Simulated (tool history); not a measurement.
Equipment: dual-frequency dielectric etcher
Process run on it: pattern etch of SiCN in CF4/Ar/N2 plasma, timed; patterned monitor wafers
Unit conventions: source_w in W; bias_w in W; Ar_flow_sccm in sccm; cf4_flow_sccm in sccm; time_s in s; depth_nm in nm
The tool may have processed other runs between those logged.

{"run": 1, "hour": 0.0, "source_w": 590, "bias_w": 92, "Ar_flow_sccm": 89, "cf4_flow_sccm": 73, "time_s": 71, "depth_nm": 88.755}
{"run": 2, "hour": 6.7, "source_w": 590, "bias_w": 82, "Ar_flow_sccm": 89, "cf4_flow_sccm": 73, "time_s": 71, "depth_nm": 85.735}
{"run": 3, "hour": 14.1, "source_w": 570, "bias_w": 82, "Ar_flow_sccm": 89, "cf4_flow_sccm": 73, "time_s": 71, "depth_nm": 83.16}
{"run": 4, "hour": 20.4, "source_w": 570, "bias_w": 82, "Ar_flow_sccm": 89, "cf4_flow_sccm": 84, "time_s": 71, "depth_nm": 83.988}
{"run": 5, "hour": 21.4, "source_w": 570, "bias_w": 82, "Ar_flow_sccm": 104, "cf4_flow_sccm": 84, "time_s": 71, "depth_nm": 82.718}
{"run": 6, "hour": 25.8, "source_w": 550, "bias_w": 82, "Ar_flow_sccm": 104, "cf4_flow_sccm": 84, "time_s": 71, "depth_nm": 79.957}
{"run": 7, "hour": 34.8, "source_w": 530, "bias_w": 82, "Ar_flow_sccm": 104, "cf4_flow_sccm": 84, "time_s": 71, "depth_nm": 77.478}
{"run": 8, "hour": 43.7, "source_w": 530, "bias_w": 82, "Ar_flow_sccm": 104, "cf4_flow_sccm": 84, "time_s": 71, "depth_nm": 77.264}

The next listed run, before its measurement:
{"run": 9, "hour": 50.2, "source_w": 520, "bias_w": 82, "Ar_flow_sccm": 104, "cf4_flow_sccm": 84, "time_s": 71, "depth_nm": "?"}

Run 9 came out at depth_nm 75.696 nm.
